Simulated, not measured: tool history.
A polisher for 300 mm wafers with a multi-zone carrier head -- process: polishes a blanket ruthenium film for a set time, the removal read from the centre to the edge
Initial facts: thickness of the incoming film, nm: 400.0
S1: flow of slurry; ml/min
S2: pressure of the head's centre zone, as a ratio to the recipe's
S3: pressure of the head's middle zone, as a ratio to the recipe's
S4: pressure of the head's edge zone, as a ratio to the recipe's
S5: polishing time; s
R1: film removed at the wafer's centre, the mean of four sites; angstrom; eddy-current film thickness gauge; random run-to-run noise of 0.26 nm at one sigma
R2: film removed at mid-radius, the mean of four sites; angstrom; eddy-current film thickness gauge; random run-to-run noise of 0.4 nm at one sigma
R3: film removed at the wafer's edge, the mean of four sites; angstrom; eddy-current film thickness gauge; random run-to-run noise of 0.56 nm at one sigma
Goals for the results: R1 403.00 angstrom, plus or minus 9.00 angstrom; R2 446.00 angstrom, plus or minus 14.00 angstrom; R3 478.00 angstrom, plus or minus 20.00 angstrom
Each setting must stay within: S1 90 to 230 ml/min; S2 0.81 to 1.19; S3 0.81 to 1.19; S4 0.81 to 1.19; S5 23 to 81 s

{"run": 1, "hour": 0.0, "S1": 150, "S2": 1.0, "S3": 1.0, "S4": 1.0, "S5": 52, "R1": 481.72, "R2": 474.59, "R3": 478.27}
{"run": 2, "hour": 4.4, "S1": 150, "S2": 1.0, "S3": 1.06, "S4": 1.0, "S5": 52, "R1": 474.88, "R2": 495.5, "R3": 492.39}
{"run": 3, "hour": 6.0, "S1": 150, "S2": 1.0, "S3": 1.06, "S4": 0.95, "S5": 52, "R1": 480.11, "R2": 494.57, "R3": 469.58}
{"run": 4, "hour": 12.2, "S1": 150, "S2": 1.0, "S3": 0.98, "S4": 0.95, "S5": 52, "R1": 477.74, "R2": 468.82, "R3": 467.99}
{"run": 5, "hour": 19.0, "S1": 150, "S2": 1.0, "S3": 0.98, "S4": 0.95, "S5": 58, "R1": 528.85, "R2": 521.15, "R3": 517.58}
{"run": 6, "hour": 22.2, "S1": 150, "S2": 1.08, "S3": 0.98, "S4": 0.95, "S5": 58, "R1": 579.43, "R2": 523.05, "R3": 531.45}
{"run": 7, "hour": 24.4, "S1": 110, "S2": 0.98, "S3": 0.89, "S4": 1.01, "S5": 57, "R1": 469.15, "R2": 459.1, "R3": 511.52}
{"run": 8, "hour": 29.0, "S1": 105, "S2": 0.95, "S3": 0.89, "S4": 0.99, "S5": 57, "R1": 452.44, "R2": 442.5, "R3": 490.65}
{"run": 9, "hour": 37.6, "S1": 100, "S2": 0.92, "S3": 0.91, "S4": 1.0, "S5": 57, "R1": 428.96, "R2": 450.45, "R3": 493.57}
{"run": 10, "hour": 46.4, "S1": 95, "S2": 0.91, "S3": 0.92, "S4": 0.99, "S5": 57, "R1": 412.15, "R2": 449.05, "R3": 480.28}
{"run": 11, "hour": 48.6, "S1": 90, "S2": 0.9, "S3": 0.92, "S4": 0.99, "S5": 57, "R1": 400.75, "R2": 427.78, "R3": 471.51}

Of the 5 settings listed for the next run, only one would bring every result within its allowed miss of target. Which one?
{"run": "A", "hour": 50.8, "S1": 90, "S2": 0.87, "S3": 0.83, "S4": 1.02, "S5": 58, "R1": "?", "R2": "?", "R3": "?"}
{"run": "B", "hour": 50.8, "S1": 95, "S2": 0.87, "S3": 0.84, "S4": 1.03, "S5": 56, "R1": "?", "R2": "?", "R3": "?"}
{"run": "C", "hour": 50.8, "S1": 100, "S2": 0.96, "S3": 0.84, "S4": 1.11, "S5": 52, "R1": "?", "R2": "?", "R3": "?"}
{"run": "D", "hour": 50.8, "S1": 105, "S2": 0.92, "S3": 0.84, "S4": 1.05, "S5": 54, "R1": "?", "R2": "?", "R3": "?"}
{"run": "E", "hour": 50.8, "S1": 90, "S2": 0.91, "S3": 0.99, "S4": 1.02, "S5": 57, "R1": "?", "R2": "?", "R3": "?"}

move=A R1=394.00 R2=416.32 R3=482.88
move=B R1=389.23 R2=412.63 R3=474.50
move=C R1=407.32 R2=389.66 R3=462.72
move=D R1=412.62 R2=411.15 R3=472.26
move=E R1=405.49 R2=452.48 R3=473.84
A: lands further from the targets than the last run did
B: lands further from the targets than the last run did
C: lands further from the targets than the last run did
D: lands further from the targets than the last run did
E: every result within its allowed miss
E meets every target.
